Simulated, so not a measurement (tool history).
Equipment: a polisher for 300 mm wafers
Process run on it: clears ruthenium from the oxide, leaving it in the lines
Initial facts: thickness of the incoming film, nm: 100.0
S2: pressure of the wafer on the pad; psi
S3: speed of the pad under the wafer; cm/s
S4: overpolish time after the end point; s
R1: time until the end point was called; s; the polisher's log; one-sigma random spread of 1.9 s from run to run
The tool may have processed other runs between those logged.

run 1 hour=0 | flow_of_slurry_(ml/min)=275 S2=2.3 S3=116 S4=10 | R1=65.157
run 2 hour=6.7 | flow_of_slurry_(ml/min)=275 S2=2.5 S3=116 S4=10 | R1=58.61
run 3 hour=15.5 | flow_of_slurry_(ml/min)=305 S2=2.5 S3=116 S4=10 | R1=59.322
run 4 hour=18.1 | flow_of_slurry_(ml/min)=305 S2=2.5 S3=116 S4=8 | R1=58.151
run 5 hour=24.7 | flow_of_slurry_(ml/min)=335 S2=2.5 S3=116 S4=8 | R1=59.055
run 6 hour=29.6 | flow_of_slurry_(ml/min)=335 S2=2.2 S3=114 S4=8 | R1=67.911
run 7 hour=30.4 | flow_of_slurry_(ml/min)=335 S2=2 S3=112 S4=8 | R1=74.042
run 8 hour=35.8 | flow_of_slurry_(ml/min)=335 S2=1.8 S3=110 S4=8 | R1=84.926
run 9 hour=40.9 | flow_of_slurry_(ml/min)=335 S2=1.8 S3=110 S4=8 | R1=86.677
run 10 hour=46.7 | flow_of_slurry_(ml/min)=335 S2=1.7 S3=110 S4=8 | R1=88.538
run 11 hour=54.7 | flow_of_slurry_(ml/min)=335 S2=1.6 S3=110 S4=8 | R1=97.135

The next listed run, before its measurement:
run 12 hour=57 | flow_of_slurry_(ml/min)=335 S2=1.5 S3=110 S4=8 | R1=?

Run 12 gave R1 99.853 s.
